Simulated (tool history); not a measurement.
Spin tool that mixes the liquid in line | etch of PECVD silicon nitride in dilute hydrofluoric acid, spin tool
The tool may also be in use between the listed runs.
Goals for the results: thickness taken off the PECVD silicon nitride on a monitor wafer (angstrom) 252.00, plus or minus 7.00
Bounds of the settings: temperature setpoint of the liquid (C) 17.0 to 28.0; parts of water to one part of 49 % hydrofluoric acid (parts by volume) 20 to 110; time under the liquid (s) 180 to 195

run,hour,temperature setpoint of the liquid (C),parts of water to one part of 49 % hydrofluoric acid (parts by volume),time under the liquid (s),thickness taken off the PECVD silicon nitride on a monitor wafer (angstrom)
1,0.0,20.0,60,180,79.36
2,5.8,20.0,70,180,67.49
3,13.3,20.0,55,180,86.83
4,15.7,22.0,45,180,120.61
5,23.5,23.5,40,180,150.41
6,28.1,24.5,40,180,160.72
7,36.7,25.5,35,180,196.60
8,41.8,26.0,35,180,198.05
9,42.6,26.5,35,180,206.50
10,50.6,28.0,30,180,268.48

Of the 5 settings listed for the next run, only one would bring every result within its allowed miss of target. Which one?
A,58.6,28.0,30,190,?
B,58.6,26.5,25,180,?
C,58.6,25.5,25,180,?
D,58.6,27.0,30,180,?
E,58.6,27.5,30,190,?

move,thickness taken off the PECVD silicon nitride on a monitor wafer (angstrom)
A,281.23
B,287.56
C,268.83
D,249.30
E,272.06
A: misses by more than the last run did
B: misses by more than the last run did
C: as far off as the last run
D: hits every target within its allowed miss
E: misses by more than the last run did
Go with D: it meets all targets.
